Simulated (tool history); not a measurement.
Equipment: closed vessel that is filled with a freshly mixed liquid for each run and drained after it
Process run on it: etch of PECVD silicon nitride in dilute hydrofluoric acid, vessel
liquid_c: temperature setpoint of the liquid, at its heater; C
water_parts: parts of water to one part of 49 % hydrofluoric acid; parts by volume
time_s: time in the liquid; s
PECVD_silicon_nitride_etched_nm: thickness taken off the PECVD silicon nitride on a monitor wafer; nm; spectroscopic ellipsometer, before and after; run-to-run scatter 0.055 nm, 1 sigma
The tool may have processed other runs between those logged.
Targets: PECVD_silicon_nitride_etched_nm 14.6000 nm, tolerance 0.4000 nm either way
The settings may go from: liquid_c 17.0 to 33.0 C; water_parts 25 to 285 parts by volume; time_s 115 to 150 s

| run | hour | liquid_c | water_parts | time_s | PECVD_silicon_nitride_etched_nm |
|---|---|---|---|---|---|
| 1 | 0.0 | 25.0 | 155 | 150 | 4.8511 |
| 2 | 2.8 | 26.5 | 140 | 150 | 5.8880 |
| 3 | 7.8 | 23.5 | 140 | 150 | 4.8604 |
| 4 | 14.3 | 21.5 | 140 | 150 | 4.2550 |
| 5 | 23.2 | 21.5 | 140 | 150 | 4.2500 |
| 6 | 30.9 | 23.5 | 125 | 150 | 5.4244 |
| 7 | 34.5 | 25.0 | 115 | 150 | 6.5325 |
| 8 | 41.9 | 26.5 | 110 | 150 | 7.4824 |
| 9 | 47.8 | 27.5 | 105 | 150 | 8.3791 |
| 10 | 51.1 | 28.5 | 100 | 150 | 9.3378 |
| 11 | 60.4 | 29.0 | 95 | 150 | 10.2500 |

Pick the move, out of 5, that brings all results within their allowed miss; only one does.
| A | 69.7 | 29.5 | 115 | 125 | ? |
| B | 69.7 | 28.0 | 65 | 145 | ? |
| C | 69.7 | 31.5 | 75 | 145 | ? |
| D | 69.7 | 33.0 | 90 | 150 | ? |
| E | 69.7 | 29.0 | 70 | 150 | ? |

| move | PECVD_silicon_nitride_etched_nm |
|---|---|
| A | 7.2106 |
| B | 13.4570 |
| C | 14.5770 |
| D | 13.7640 |
| E | 13.7910 |
A: further off than the last run
B: nearer than the last run, and not there yet
C: every result within its allowed miss
D: nearer than the last run, and not there yet
E: nearer than the last run, and not there yet
C is the move that brings every result within its allowed miss.
